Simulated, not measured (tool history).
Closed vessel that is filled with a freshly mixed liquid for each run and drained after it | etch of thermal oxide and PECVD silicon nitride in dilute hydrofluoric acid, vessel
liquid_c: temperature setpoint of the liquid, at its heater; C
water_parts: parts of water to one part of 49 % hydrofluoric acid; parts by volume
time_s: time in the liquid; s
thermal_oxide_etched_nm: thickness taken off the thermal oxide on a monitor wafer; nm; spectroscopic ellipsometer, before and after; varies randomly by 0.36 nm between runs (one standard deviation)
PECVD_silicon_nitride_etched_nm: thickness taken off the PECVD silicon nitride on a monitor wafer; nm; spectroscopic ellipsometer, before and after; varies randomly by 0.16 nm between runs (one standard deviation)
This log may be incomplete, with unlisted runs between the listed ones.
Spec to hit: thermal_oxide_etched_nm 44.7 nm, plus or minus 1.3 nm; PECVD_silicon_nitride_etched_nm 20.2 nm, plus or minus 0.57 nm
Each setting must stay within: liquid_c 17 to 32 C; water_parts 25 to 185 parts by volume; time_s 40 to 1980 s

run	hour	liquid_c	water_parts	time_s	thermal_oxide_etched_nm	PECVD_silicon_nitride_etched_nm
1	0	24	105	1010	45.632	18.657
2	3	21.5	105	1010	41.681	16.02
3	11.3	21.5	105	1265	51.852	20.077
4	15.1	21.5	105	1425	58.419	22.213
# hour 23.5: thermometer replaced
5	23.5	21.5	140	1425	38.947	14.788
6	31	23.5	140	1425	42.153	16.943
7	36.2	24	140	1425	43.221	17.403
8	43.6	24.5	140	1425	43.469	18.009
9	51	25	140	1425	44.522	18.614
10	56.2	25.5	140	1425	45.617	19.213
11	61.9	26	140	1425	46.052	19.654
12	68.5	26.5	140	1425	47.068	20.312
13	77.1	27	140	1425	47.149	20.846

Exercise: of the 5 proposed moves below, exactly one satisfies all targets within the stated allowed misses. Which move is it?
A	85.7	28	165	1480	?	?
B	85.7	30	135	1235	?	?
C	85.7	30.5	155	1230	?	?
D	85.7	27.5	155	1470	?	?
E	85.7	28	150	1510	?	?

move	thermal_oxide_etched_nm	PECVD_silicon_nitride_etched_nm
A	42.179	19.353
B	48.074	22.377
C	41.346	19.974
D	44.332	19.843
E	48.226	21.733
A: the result that was furthest off in the last run now lies on the other side of its target
B: further off than the last run
C: the result that was furthest off in the last run now lies on the other side of its target
D: in spec on every target
E: further off than the last run
Go with D: it meets all targets.

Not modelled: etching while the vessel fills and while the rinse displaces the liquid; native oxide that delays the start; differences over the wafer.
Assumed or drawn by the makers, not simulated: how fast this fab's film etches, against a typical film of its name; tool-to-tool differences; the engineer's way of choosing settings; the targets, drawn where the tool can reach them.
